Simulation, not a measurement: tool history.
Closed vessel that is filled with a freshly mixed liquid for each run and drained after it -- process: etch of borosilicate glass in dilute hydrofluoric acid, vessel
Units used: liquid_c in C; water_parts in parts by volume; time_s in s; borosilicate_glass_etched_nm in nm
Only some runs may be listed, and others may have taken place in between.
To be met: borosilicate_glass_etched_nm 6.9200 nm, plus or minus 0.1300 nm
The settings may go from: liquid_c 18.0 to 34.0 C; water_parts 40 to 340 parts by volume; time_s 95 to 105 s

| run | hour | liquid_c | water_parts | time_s | borosilicate_glass_etched_nm |
|---|---|---|---|---|---|
| 1 | 0.0 | 26.0 | 190 | 95 | 9.8574 |
| 2 | 8.5 | 24.0 | 195 | 95 | 8.8150 |
| 3 | 13.2 | 22.5 | 195 | 95 | 8.3315 |
| 4 | 17.2 | 21.5 | 195 | 95 | 8.0368 |
| 5 | 19.4 | 20.5 | 195 | 95 | 7.8021 |
| 6 | 20.2 | 20.0 | 195 | 95 | 7.6309 |
| 7 | 28.4 | 19.5 | 195 | 95 | 7.4348 |
| 8 | 32.2 | 19.0 | 195 | 95 | 7.2403 |
| 9 | 36.0 | 18.5 | 195 | 95 | 7.1489 |

Consider the 4 candidate settings below. Which is the only one whose results all fall within their allowed miss of target?
| A | 39.8 | 19.5 | 200 | 100 | ? |
| B | 39.8 | 18.0 | 185 | 95 | ? |
| C | 39.8 | 22.0 | 235 | 100 | ? |
| D | 39.8 | 19.0 | 195 | 95 | ? |

| move | borosilicate_glass_etched_nm |
|---|---|
| A | 7.5393 |
| B | 7.4058 |
| C | 6.8163 |
| D | 7.2391 |
A: misses by more than the last run did
B: misses by more than the last run did
C: every result lands within tolerance
D: misses by more than the last run did
The right move is C.
